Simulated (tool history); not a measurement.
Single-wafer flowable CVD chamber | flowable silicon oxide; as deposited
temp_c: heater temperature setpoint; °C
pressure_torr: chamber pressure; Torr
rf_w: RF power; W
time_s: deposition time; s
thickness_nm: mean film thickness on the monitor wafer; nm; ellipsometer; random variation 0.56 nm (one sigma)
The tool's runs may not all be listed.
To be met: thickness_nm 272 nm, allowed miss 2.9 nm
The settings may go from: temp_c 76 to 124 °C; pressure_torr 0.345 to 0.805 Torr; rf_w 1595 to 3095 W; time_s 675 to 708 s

run  hour  temp_c  pressure_torr  rf_w  time_s  thickness_nm
  1     0     100          0.575  2345     708        347.59
  2   5.2     100          0.575  2070     708        341.93
  3  11.6     102          0.575  2070     708        316.49
  4  20.5     103          0.575  2070     708        304.79
  5  28.2     104          0.575  2070     708        293.53
  6  30.5      97          0.575  2070     708        382.34
  7  31.3     100          0.575  2070     708        340.99
  8  32.1     102          0.575  2070     708        317.45
  9  38.5     103          0.575  2070     708        304.66
 10    44     103          0.575  2070     708        303.78
 11  46.9     104          0.575  2070     708        294.45
 12  55.7     105          0.575  2070     708        282.63

Which of these 4 next moves meets every target?
  A  64.5     100          0.464  2205     697             ?
  B  64.5     106          0.565  2230     690             ?
  C  64.5     106          0.583  2090     699             ?
  D  64.5     106          0.583  2025     678             ?

move  thickness_nm
   A        277.96
   B        264.27
   C        273.12
   D        263.49
A: nearer than the last run, and not there yet
B: takes the result that was furthest off past its target
C: meets every target
D: takes the result that was furthest off past its target
The right move is C.
